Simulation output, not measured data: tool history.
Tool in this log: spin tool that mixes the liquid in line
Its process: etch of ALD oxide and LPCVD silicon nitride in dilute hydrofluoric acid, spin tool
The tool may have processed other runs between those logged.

| run | hour | temperature setpoint of the liquid (°C) | parts of water to one part of 49 % hydrofluoric acid (parts by volume) | time under the liquid (s) | thickness taken off the ALD oxide on a monitor wafer (Å) | thickness taken off the LPCVD silicon nitride on a monitor wafer (Å) |
|---|---|---|---|---|---|---|
| 1 | 0 | 24 | 180 | 180 | 169.75 | 5.2753 |
| 2 | 8.3 | 23 | 200 | 180 | 143.96 | 3.8576 |
| 3 | 17 | 25 | 200 | 180 | 156.92 | 4.0843 |
| 4 | 20.9 | 26.5 | 200 | 180 | 162.63 | 4.9977 |
| 5 | 22.5 | 26 | 220 | 170 | 135.22 | 4.0878 |
| 6 | 24.1 | 25 | 235 | 165 | 115.32 | 3.4615 |

What does the tool deliver on the next run?
| 7 | 28.6 | 21 | 305 | 155 | ? | ? |

{"run 7": {"thickness taken off the ALD oxide on a monitor wafer (Å)": 68.545, "thickness taken off the LPCVD silicon nitride on a monitor wafer (Å)": 1.893}}
